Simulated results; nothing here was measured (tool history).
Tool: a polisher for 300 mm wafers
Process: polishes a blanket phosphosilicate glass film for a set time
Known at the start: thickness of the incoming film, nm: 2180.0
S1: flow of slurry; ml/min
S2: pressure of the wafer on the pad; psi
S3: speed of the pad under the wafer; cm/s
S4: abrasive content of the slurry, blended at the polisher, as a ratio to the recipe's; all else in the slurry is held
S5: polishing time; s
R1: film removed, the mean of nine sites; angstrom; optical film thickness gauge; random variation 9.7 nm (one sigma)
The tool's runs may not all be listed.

run	hour	S1	S2	S3	S4	S5	R1
1	0	130	2.7	90	1	117	7893.2
2	3.5	140	2.9	90	1	117	8418.7
3	7.4	140	3.1	90	1	117	9096.7
4	15.8	140	3.3	90	1	117	9578.9
5	23.5	140	3.3	90	0.85	117	8967.8
6	26.1	145	3.5	90	0.85	117	9557.5
7	28.2	150	3.6	90	0.85	117	9820.1
8	30.9	150	3.7	90	0.85	117	10117
9	33.5	150	3.8	90	0.85	117	10510
10	39.6	150	3.9	90	0.85	117	10679

Forecast run 11:
11	47.6	155	4	90	0.85	117	?

{"run 11": {"R1": 10888}}

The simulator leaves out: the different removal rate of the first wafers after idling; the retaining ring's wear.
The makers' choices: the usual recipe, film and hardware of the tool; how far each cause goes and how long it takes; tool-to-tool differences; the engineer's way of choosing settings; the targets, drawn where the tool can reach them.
